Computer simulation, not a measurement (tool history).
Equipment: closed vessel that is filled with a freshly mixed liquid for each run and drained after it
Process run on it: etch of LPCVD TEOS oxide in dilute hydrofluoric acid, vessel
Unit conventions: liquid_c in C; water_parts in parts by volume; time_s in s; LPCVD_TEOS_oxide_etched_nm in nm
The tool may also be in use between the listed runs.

| run | hour | liquid_c | water_parts | time_s | LPCVD_TEOS_oxide_etched_nm |
|---|---|---|---|---|---|
| 1 | 0 | 24 | 270 | 190 | 18.119 |
| 2 | 5.4 | 22 | 275 | 190 | 16.541 |
| 3 | 12.8 | 21 | 275 | 190 | 15.904 |
| 4 | 15.5 | 24.5 | 275 | 190 | 18.179 |
| 5 | 22.4 | 24.5 | 275 | 190 | 17.997 |
| 6 | 26.8 | 24.5 | 275 | 205 | 19.236 |
| 7 | 31.1 | 22.5 | 285 | 205 | 17.404 |
| 8 | 36.2 | 21 | 290 | 205 | 16.178 |

What will run 9 give?
| 9 | 40 | 17 | 295 | 205 | ? |

Run 9 came out at LPCVD_TEOS_oxide_etched_nm 13.388 nm.
